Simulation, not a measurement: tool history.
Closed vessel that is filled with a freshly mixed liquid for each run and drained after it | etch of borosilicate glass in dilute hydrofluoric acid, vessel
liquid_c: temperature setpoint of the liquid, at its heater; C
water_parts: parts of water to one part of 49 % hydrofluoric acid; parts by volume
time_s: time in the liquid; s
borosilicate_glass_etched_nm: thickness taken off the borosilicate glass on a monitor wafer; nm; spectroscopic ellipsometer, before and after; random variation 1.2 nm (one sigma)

| run | day | liquid_c | water_parts | time_s | borosilicate_glass_etched_nm |
|---|---|---|---|---|---|
| 1 | 0.000 | 20.0 | 65 | 135 | 59.787 |
| 2 | 0.300 | 21.5 | 55 | 135 | 77.202 |
| 3 | 0.392 | 20.0 | 55 | 135 | 71.079 |
| 4 | 0.508 | 21.5 | 50 | 135 | 85.022 |
| 5 | 0.638 | 23.0 | 45 | 135 | 101.430 |
| 6 | 0.792 | 23.0 | 65 | 135 | 68.457 |
| 7 | 1.138 | 24.0 | 60 | 135 | 76.087 |
| 8 | 1.262 | 24.5 | 55 | 135 | 85.983 |
| 9 | 1.400 | 28.0 | 30 | 135 | 188.920 |

The next listed run, before its measurement:
| 10 | 1.517 | 25.0 | 30 | 135 | ? |

borosilicate_glass_etched_nm: 167.820 nm
